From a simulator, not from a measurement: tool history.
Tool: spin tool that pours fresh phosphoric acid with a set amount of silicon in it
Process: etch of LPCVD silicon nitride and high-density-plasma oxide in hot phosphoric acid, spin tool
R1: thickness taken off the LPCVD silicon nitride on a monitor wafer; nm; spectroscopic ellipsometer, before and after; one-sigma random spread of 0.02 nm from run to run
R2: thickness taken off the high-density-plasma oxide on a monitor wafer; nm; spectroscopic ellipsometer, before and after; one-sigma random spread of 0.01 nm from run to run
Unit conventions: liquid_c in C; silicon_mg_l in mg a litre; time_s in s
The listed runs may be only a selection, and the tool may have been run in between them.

Run 1, hour 0.0: liquid_c 160.0 C, silicon_mg_l 12.5 mg a litre, time_s 180 s. Result: R1 12.6130 nm, R2 0.281050 nm.
Run 2, hour 2.2: liquid_c 159.5 C, silicon_mg_l 12.5 mg a litre, time_s 145 s. Result: R1 9.9749 nm, R2 0.164690 nm.
Run 3, hour 9.9: liquid_c 159.5 C, silicon_mg_l 12.5 mg a litre, time_s 100 s. Result: R1 6.9331 nm, R2 0.118420 nm.
Run 4, hour 16.8: liquid_c 158.5 C, silicon_mg_l 12.5 mg a litre, time_s 100 s. Result: R1 6.6850 nm, R2 0.116760 nm.
Run 5, hour 24.8: liquid_c 158.0 C, silicon_mg_l 11.0 mg a litre, time_s 90 s. Result: R1 5.8277 nm, R2 0.085969 nm.
At hour 27.4: heated supply line repaired.
Run 6, hour 27.4: liquid_c 158.0 C, silicon_mg_l 8.5 mg a litre, time_s 85 s. Result: R1 6.2920 nm, R2 0.156850 nm.
Run 7, hour 31.3: liquid_c 158.0 C, silicon_mg_l 9.0 mg a litre, time_s 75 s. Result: R1 5.5291 nm, R2 0.132320 nm.
Run 8, hour 39.4: liquid_c 157.5 C, silicon_mg_l 14.0 mg a litre, time_s 50 s. Result: R1 3.6765 nm, R2 0.075530 nm.
Run 9, hour 48.3: liquid_c 158.0 C, silicon_mg_l 14.0 mg a litre, time_s 50 s. Result: R1 3.7301 nm, R2 0.065973 nm.
Run 10, hour 56.1: liquid_c 158.5 C, silicon_mg_l 13.5 mg a litre, time_s 50 s. Result: R1 3.7966 nm, R2 0.091882 nm.

Forecast run 11:
Run 11, hour 64.1: liquid_c 158.0 C, silicon_mg_l 12.5 mg a litre, time_s 50 s. Result: R1 ?, R2 ?.

R1: 3.7196 nm
R2: 0.088926 nm
